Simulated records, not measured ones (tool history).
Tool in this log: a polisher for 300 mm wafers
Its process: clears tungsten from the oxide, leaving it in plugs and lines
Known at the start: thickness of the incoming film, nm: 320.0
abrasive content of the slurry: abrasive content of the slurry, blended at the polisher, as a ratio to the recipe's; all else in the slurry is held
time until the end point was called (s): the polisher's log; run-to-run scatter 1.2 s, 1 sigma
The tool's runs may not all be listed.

| run | hour | flow of slurry (ml/min) | pressure of the wafer on the pad (psi) | speed of the pad under the wafer (m/s) | abrasive content of the slurry | overpolish time after the end point (s) | time until the end point was called (s) |
|---|---|---|---|---|---|---|---|
| 1 | 0.0 | 250 | 2.7 | 1.14 | 1.0 | 13 | 64.856 |
| 2 | 2.0 | 210 | 2.7 | 1.14 | 1.0 | 13 | 68.094 |
| 3 | 4.8 | 205 | 2.5 | 1.14 | 1.0 | 13 | 73.315 |
| 4 | 5.3 | 200 | 2.3 | 1.14 | 1.0 | 13 | 80.034 |
| 5 | 11.7 | 200 | 2.3 | 1.14 | 1.0 | 13 | 79.068 |
| 6 | 13.6 | 200 | 2.3 | 1.14 | 1.0 | 13 | 79.893 |

Run 7 comes next. What will it give?
| 7 | 21.0 | 195 | 2.1 | 1.14 | 1.0 | 13 | ? |

{"run 7": {"time until the end point was called (s)": 86.281}}
